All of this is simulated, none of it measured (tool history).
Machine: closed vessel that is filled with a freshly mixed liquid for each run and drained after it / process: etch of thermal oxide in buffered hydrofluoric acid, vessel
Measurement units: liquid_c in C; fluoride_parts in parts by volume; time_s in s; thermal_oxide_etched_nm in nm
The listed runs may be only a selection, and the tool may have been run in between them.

run 1 hour=0 | liquid_c=20 fluoride_parts=16.5 time_s=30 | thermal_oxide_etched_nm=18.861
run 2 hour=4.5 | liquid_c=22.5 fluoride_parts=16.5 time_s=30 | thermal_oxide_etched_nm=21.447
run 3 hour=6.1 | liquid_c=22 fluoride_parts=17 time_s=30 | thermal_oxide_etched_nm=20.318
run 4 hour=7.7 | liquid_c=21.5 fluoride_parts=17.5 time_s=30 | thermal_oxide_etched_nm=19.241
run 5 hour=14.1 | liquid_c=21 fluoride_parts=18 time_s=30 | thermal_oxide_etched_nm=18.193
run 6 hour=19.1 | liquid_c=22.5 fluoride_parts=18 time_s=30 | thermal_oxide_etched_nm=19.807
run 7 hour=24.9 | liquid_c=18.5 fluoride_parts=23 time_s=30 | thermal_oxide_etched_nm=12.513
run 8 hour=30.7 | liquid_c=18.5 fluoride_parts=23 time_s=30 | thermal_oxide_etched_nm=12.505

Predict the results of run 9:
run 9 hour=32.4 | liquid_c=17 fluoride_parts=25 time_s=30 | thermal_oxide_etched_nm=?

Run 9 measured thermal_oxide_etched_nm 10.924 nm.
